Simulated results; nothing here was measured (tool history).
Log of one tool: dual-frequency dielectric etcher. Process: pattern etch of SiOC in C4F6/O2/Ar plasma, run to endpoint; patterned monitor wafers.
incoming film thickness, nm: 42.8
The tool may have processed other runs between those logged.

run	hour	bias power (W)	source power (W)	endpoint time (s)
1	0	498	340	15.017
2	7.2	466	330	15.744
3	8.4	449	330	15.726
4	17.3	428	320	16.136
5	19.2	483	320	15.421
6	26.7	413	320	16.262
7	31.6	401	320	16.382
8	33.9	391	320	16.496

Run 9 is up next; what results do you expect?
9	38.2	391	320	?

endpoint time (s): 16.563
